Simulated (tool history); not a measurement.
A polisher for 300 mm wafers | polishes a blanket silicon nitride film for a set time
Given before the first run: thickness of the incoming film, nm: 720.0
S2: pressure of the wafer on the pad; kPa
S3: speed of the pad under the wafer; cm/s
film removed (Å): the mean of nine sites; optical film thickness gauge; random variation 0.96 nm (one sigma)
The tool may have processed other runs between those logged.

run 1 hour=0 | flow_of_slurry_(ml/min)=140 S2=25.5 S3=126 polishing_time_(s)=41 | film_removed_(Å)=928.18
run 2 hour=1.9 | flow_of_slurry_(ml/min)=140 S2=25.5 S3=126 polishing_time_(s)=36 | film_removed_(Å)=815.39
run 3 hour=7.9 | flow_of_slurry_(ml/min)=170 S2=25.5 S3=126 polishing_time_(s)=36 | film_removed_(Å)=828.31
run 4 hour=13.1 | flow_of_slurry_(ml/min)=170 S2=25.5 S3=126 polishing_time_(s)=41 | film_removed_(Å)=952.88
run 5 hour=16.4 | flow_of_slurry_(ml/min)=185 S2=25.5 S3=126 polishing_time_(s)=41 | film_removed_(Å)=966.24
run 6 hour=22.1 | flow_of_slurry_(ml/min)=185 S2=25.5 S3=158 polishing_time_(s)=41 | film_removed_(Å)=1173.8
run 7 hour=26.2 | flow_of_slurry_(ml/min)=180 S2=22.1 S3=156 polishing_time_(s)=41 | film_removed_(Å)=989.83
run 8 hour=27 | flow_of_slurry_(ml/min)=175 S2=20 S3=156 polishing_time_(s)=41 | film_removed_(Å)=908.67
run 9 hour=35.2 | flow_of_slurry_(ml/min)=170 S2=18.6 S3=156 polishing_time_(s)=41 | film_removed_(Å)=847.56
run 10 hour=38.9 | flow_of_slurry_(ml/min)=165 S2=17.9 S3=156 polishing_time_(s)=41 | film_removed_(Å)=814.1

Expected results for the next run?
run 11 hour=44 | flow_of_slurry_(ml/min)=150 S2=15.9 S3=156 polishing_time_(s)=41 | film_removed_(Å)=?

film removed (Å): 711.21

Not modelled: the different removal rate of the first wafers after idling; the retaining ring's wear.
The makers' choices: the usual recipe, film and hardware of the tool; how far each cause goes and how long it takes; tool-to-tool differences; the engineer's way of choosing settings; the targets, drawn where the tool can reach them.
